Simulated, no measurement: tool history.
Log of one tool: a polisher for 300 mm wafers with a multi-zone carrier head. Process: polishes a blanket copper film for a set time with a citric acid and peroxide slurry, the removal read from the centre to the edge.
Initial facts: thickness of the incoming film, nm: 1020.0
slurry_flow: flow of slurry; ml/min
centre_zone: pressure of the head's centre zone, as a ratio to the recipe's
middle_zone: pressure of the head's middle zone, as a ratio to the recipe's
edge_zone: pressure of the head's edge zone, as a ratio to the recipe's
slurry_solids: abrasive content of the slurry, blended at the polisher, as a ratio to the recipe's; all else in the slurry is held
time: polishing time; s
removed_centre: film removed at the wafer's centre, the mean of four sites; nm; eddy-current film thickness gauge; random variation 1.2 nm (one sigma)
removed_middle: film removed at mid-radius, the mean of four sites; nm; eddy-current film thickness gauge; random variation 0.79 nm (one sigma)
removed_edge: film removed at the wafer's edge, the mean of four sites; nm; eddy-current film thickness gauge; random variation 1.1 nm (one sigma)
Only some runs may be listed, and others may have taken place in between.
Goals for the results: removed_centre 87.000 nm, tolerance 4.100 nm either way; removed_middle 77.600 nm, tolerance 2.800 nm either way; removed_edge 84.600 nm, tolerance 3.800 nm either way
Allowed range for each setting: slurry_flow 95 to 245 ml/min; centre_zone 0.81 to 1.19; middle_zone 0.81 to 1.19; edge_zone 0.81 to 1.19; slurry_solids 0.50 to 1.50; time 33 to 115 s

run 1 hour=0.0 | slurry_flow=155 centre_zone=1.00 middle_zone=1.00 edge_zone=1.00 slurry_solids=1.00 time=73 | removed_centre=114.820 removed_middle=114.150 removed_edge=119.210
run 2 hour=7.4 | slurry_flow=150 centre_zone=1.00 middle_zone=0.98 edge_zone=0.98 slurry_solids=0.90 time=70 | removed_centre=105.150 removed_middle=105.040 removed_edge=110.110
run 3 hour=11.5 | slurry_flow=145 centre_zone=1.02 middle_zone=0.95 edge_zone=0.96 slurry_solids=0.80 time=68 | removed_centre=100.620 removed_middle=95.124 removed_edge=100.130
run 4 hour=16.0 | slurry_flow=180 centre_zone=1.02 middle_zone=0.95 edge_zone=0.96 slurry_solids=0.80 time=68 | removed_centre=107.790 removed_middle=99.355 removed_edge=104.100
run 5 hour=24.9 | slurry_flow=180 centre_zone=1.02 middle_zone=0.95 edge_zone=0.96 slurry_solids=0.70 time=68 | removed_centre=102.190 removed_middle=94.446 removed_edge=101.320
run 6 hour=30.7 | slurry_flow=180 centre_zone=1.02 middle_zone=0.95 edge_zone=0.96 slurry_solids=0.80 time=68 | removed_centre=108.930 removed_middle=100.990 removed_edge=105.350
run 7 hour=32.8 | slurry_flow=170 centre_zone=1.02 middle_zone=0.93 edge_zone=0.94 slurry_solids=0.75 time=68 | removed_centre=102.720 removed_middle=96.727 removed_edge=100.780
run 8 hour=36.0 | slurry_flow=160 centre_zone=1.03 middle_zone=0.91 edge_zone=0.94 slurry_solids=0.70 time=67 | removed_centre=100.490 removed_middle=89.997 removed_edge=96.398
run 9 hour=44.4 | slurry_flow=150 centre_zone=1.03 middle_zone=0.90 edge_zone=0.93 slurry_solids=0.65 time=67 | removed_centre=97.150 removed_middle=85.771 removed_edge=95.086
run 10 hour=48.9 | slurry_flow=145 centre_zone=1.03 middle_zone=0.90 edge_zone=0.91 slurry_solids=0.60 time=67 | removed_centre=94.053 removed_middle=84.859 removed_edge=91.174
run 11 hour=50.9 | slurry_flow=110 centre_zone=1.02 middle_zone=0.84 edge_zone=0.87 slurry_solids=0.55 time=67 | removed_centre=84.682 removed_middle=71.219 removed_edge=82.525
run 12 hour=54.5 | slurry_flow=115 centre_zone=1.02 middle_zone=0.85 edge_zone=0.87 slurry_solids=0.55 time=67 | removed_centre=84.258 removed_middle=73.534 removed_edge=83.420

Of the 4 settings listed for the next run, only one would bring every result within its allowed miss of target. Which one?
run A hour=58.1 | slurry_flow=105 centre_zone=1.03 middle_zone=0.91 edge_zone=0.89 slurry_solids=0.65 time=66 | removed_centre=? removed_middle=? removed_edge=?
run B hour=58.1 | slurry_flow=130 centre_zone=1.10 middle_zone=0.85 edge_zone=0.81 slurry_solids=0.70 time=60 | removed_centre=? removed_middle=? removed_edge=?
run C hour=58.1 | slurry_flow=100 centre_zone=0.92 middle_zone=0.81 edge_zone=0.90 slurry_solids=0.50 time=71 | removed_centre=? removed_middle=? removed_edge=?
run D hour=58.1 | slurry_flow=110 centre_zone=1.04 middle_zone=0.85 edge_zone=0.89 slurry_solids=0.50 time=68 | removed_centre=? removed_middle=? removed_edge=?

move=A removed_centre=84.672 removed_middle=79.237 removed_edge=84.400
move=B removed_centre=88.137 removed_middle=73.648 removed_edge=78.169
move=C removed_centre=77.363 removed_middle=71.610 removed_edge=84.903
move=D removed_centre=83.904 removed_middle=73.560 removed_edge=82.579
A: meets every target
B: its largest miss is bigger than the last run's
C: its largest miss is bigger than the last run's
D: neither nearer nor further off than the last run
Go with A: it meets all targets.

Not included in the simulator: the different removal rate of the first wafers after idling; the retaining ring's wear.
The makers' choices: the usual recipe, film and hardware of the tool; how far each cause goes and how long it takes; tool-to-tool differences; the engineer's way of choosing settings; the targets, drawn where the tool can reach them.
